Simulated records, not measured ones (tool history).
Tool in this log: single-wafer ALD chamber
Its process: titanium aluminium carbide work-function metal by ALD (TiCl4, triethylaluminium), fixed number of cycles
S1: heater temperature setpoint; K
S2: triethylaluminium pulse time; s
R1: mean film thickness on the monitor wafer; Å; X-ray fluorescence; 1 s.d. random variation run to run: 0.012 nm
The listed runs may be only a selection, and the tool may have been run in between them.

run,day,S1,S2,R1
1,0.000,578.15,7.64,21.373
2,0.271,581.15,7.78,21.551
3,0.492,581.15,5.68,20.176
4,0.608,583.15,6.15,20.660
5,0.879,585.15,6.54,21.352
6,1.217,576.15,6.54,20.284
7,1.546,579.15,6.76,20.975
# day 1.838: thermocouple changed; heater temperature recalibrated
8,1.838,581.15,7.05,20.801
9,2.200,583.15,7.53,21.470

Estimate the outcome of run 10 from the log above:
10,2.425,595.15,8.22,?

{"run 10": {"R1": 22.943}}

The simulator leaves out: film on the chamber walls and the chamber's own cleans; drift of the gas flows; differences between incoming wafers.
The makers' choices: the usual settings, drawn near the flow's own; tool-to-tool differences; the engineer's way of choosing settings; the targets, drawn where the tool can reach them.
